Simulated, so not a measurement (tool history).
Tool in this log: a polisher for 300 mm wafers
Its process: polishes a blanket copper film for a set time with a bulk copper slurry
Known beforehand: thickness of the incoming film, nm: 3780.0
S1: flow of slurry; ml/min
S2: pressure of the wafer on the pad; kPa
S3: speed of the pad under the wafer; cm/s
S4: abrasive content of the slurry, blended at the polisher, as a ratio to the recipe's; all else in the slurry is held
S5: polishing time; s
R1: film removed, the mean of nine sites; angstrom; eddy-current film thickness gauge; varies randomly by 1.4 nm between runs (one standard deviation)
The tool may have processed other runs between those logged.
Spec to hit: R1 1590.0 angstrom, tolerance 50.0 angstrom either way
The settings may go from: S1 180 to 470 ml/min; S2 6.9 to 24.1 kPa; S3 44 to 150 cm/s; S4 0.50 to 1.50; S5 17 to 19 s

run	hour	S1	S2	S3	S4	S5	R1
1	0.0	300	15.2	96	1.00	19	1302.4
2	6.9	300	15.2	72	1.00	19	1009.9
3	14.6	300	16.5	72	1.00	19	1109.1
4	22.6	300	16.5	80	1.00	19	1210.7
5	29.1	300	16.5	80	0.85	19	1167.5
6	34.4	300	17.2	80	0.85	19	1186.1
7	37.9	300	17.9	80	0.85	19	1267.1
8	46.5	300	18.6	80	0.85	19	1297.7

Which single option among these 4 for the next run brings every result within its allowed miss of target? Just one does.
A	55.1	240	20.7	104	0.80	19	?
B	55.1	295	21.4	86	0.85	19	?
C	55.1	255	24.1	78	1.00	19	?
D	55.1	385	19.3	82	0.90	19	?

move	R1
A	1794.5
B	1597.1
C	1676.7
D	1430.3
A: carries the result that was furthest off beyond its target, to the other side
B: hits every target within its allowed miss
C: carries the result that was furthest off beyond its target, to the other side
D: an improvement on the last run, though not all results are within tolerance
Correct choice: B, which meets every target

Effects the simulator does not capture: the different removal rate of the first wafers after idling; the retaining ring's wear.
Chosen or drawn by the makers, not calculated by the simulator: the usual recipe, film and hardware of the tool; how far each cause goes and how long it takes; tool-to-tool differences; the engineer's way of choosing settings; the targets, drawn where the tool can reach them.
